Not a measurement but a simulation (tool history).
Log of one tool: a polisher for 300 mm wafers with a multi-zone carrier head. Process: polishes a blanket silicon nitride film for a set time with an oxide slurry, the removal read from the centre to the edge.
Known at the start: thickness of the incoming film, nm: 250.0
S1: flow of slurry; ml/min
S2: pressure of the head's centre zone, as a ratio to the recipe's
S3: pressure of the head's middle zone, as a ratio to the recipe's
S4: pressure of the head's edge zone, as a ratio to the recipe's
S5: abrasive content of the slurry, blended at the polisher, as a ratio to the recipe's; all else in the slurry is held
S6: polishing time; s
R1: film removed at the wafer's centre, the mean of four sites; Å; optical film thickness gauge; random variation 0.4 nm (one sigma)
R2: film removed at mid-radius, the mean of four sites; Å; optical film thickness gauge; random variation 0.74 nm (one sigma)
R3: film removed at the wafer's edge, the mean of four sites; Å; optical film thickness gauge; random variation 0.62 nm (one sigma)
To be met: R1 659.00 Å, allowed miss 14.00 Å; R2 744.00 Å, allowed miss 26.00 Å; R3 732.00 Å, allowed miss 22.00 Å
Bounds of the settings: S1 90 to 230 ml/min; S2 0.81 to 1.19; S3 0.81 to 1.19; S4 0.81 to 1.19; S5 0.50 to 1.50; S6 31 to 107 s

run 1 day=0.000 | S1=150 S2=1.00 S3=1.00 S4=1.00 S5=1.00 S6=69 | R1=724.69 R2=694.67 R3=707.02
run 2 day=0.058 | S1=150 S2=1.00 S3=1.00 S4=1.00 S5=0.80 S6=69 | R1=650.20 R2=634.35 R3=627.92
run 3 day=0.200 | S1=150 S2=1.00 S3=1.00 S4=1.00 S5=1.00 S6=69 | R1=731.60 R2=705.23 R3=700.78
run 4 day=0.325 | S1=145 S2=0.98 S3=1.02 S4=1.02 S5=1.00 S6=69 | R1=703.59 R2=702.83 R3=706.78
run 5 day=0.383 | S1=145 S2=0.98 S3=1.02 S4=1.06 S5=1.00 S6=69 | R1=707.86 R2=706.55 R3=718.60
run 6 day=0.458 | S1=145 S2=0.98 S3=0.98 S4=1.06 S5=1.00 S6=69 | R1=704.18 R2=668.62 R3=710.00
run 7 day=0.692 | S1=145 S2=0.97 S3=1.01 S4=1.07 S5=1.00 S6=69 | R1=697.23 R2=703.07 R3=724.62
run 8 day=0.792 | S1=140 S2=0.96 S3=1.02 S4=1.07 S5=1.00 S6=69 | R1=687.75 R2=711.77 R3=712.04
run 9 day=0.825 | S1=140 S2=0.95 S3=1.03 S4=1.09 S5=1.00 S6=69 | R1=677.24 R2=713.47 R3=729.22
run 10 day=1.142 | S1=140 S2=0.94 S3=1.04 S4=1.09 S5=1.00 S6=69 | R1=670.49 R2=717.17 R3=724.98

Which of these 4 next moves meets every target?
run A day=1.458 | S1=140 S2=0.88 S3=0.98 S4=1.10 S5=1.10 S6=67 | R1=? R2=? R3=?
run B day=1.458 | S1=145 S2=0.84 S3=0.96 S4=1.18 S5=1.05 S6=70 | R1=? R2=? R3=?
run C day=1.458 | S1=120 S2=0.92 S3=1.08 S4=1.09 S5=0.85 S6=78 | R1=? R2=? R3=?
run D day=1.458 | S1=130 S2=0.82 S3=0.92 S4=1.17 S5=1.05 S6=73 | R1=? R2=? R3=?

move=A R1=642.82 R2=682.68 R3=735.86
move=B R1=633.93 R2=692.07 R3=785.34
move=C R1=662.77 R2=734.93 R3=733.58
move=D R1=627.07 R2=679.13 R3=801.18
A: further off than the last run
B: further off than the last run
C: meets every target
D: further off than the last run
The right move is C.

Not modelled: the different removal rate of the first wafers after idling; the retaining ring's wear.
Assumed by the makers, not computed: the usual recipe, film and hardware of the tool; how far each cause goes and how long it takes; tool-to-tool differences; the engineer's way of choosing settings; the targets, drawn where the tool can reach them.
